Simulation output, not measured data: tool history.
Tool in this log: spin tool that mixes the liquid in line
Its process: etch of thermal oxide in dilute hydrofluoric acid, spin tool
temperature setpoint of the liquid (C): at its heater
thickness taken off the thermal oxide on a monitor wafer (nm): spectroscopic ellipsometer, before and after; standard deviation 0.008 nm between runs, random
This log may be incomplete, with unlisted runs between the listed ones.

run	hour	temperature setpoint of the liquid (C)	parts of water to one part of 49 % hydrofluoric acid (parts by volume)	time under the liquid (s)	thickness taken off the thermal oxide on a monitor wafer (nm)
1	0	25	250	75	1.3382
2	1.1	25	305	75	1.0302
3	8.5	25	305	55	0.76387
4	16.6	26	305	55	0.81116
5	21.6	26	305	55	0.80206
6	23.6	26	300	55	0.81614
7	26.8	26	295	55	0.82556

The next listed run, before its measurement:
# hour 30.3: thermometer replaced
8	30.3	25.5	295	55	?

thickness taken off the thermal oxide on a monitor wafer (nm): 0.75737
